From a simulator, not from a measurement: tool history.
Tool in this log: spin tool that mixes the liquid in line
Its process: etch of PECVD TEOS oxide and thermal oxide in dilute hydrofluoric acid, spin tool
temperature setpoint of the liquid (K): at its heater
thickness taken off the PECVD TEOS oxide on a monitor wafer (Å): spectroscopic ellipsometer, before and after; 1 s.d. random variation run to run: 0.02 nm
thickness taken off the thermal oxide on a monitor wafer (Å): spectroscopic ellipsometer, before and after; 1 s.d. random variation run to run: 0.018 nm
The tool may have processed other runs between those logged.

run,hour,temperature setpoint of the liquid (K),parts of water to one part of 49 % hydrofluoric acid (parts by volume),time under the liquid (s),thickness taken off the PECVD TEOS oxide on a monitor wafer (Å),thickness taken off the thermal oxide on a monitor wafer (Å)
1,0.0,296.15,180,95,82.180,19.047
2,6.3,294.65,195,95,70.767,16.390
3,13.9,293.15,205,95,62.448,14.393
4,21.5,293.15,205,130,85.968,20.497
5,23.6,292.15,230,130,71.676,16.682
6,27.6,292.15,290,130,53.979,12.888
7,36.5,291.65,295,130,51.740,12.414
8,38.6,291.15,300,130,49.974,11.675

Estimate the outcome of run 9 from the log above:
9,41.5,291.15,305,130,?,?

{"run 9": {"thickness taken off the PECVD TEOS oxide on a monitor wafer (Å)": 48.92, "thickness taken off the thermal oxide on a monitor wafer (Å)": 11.479}}
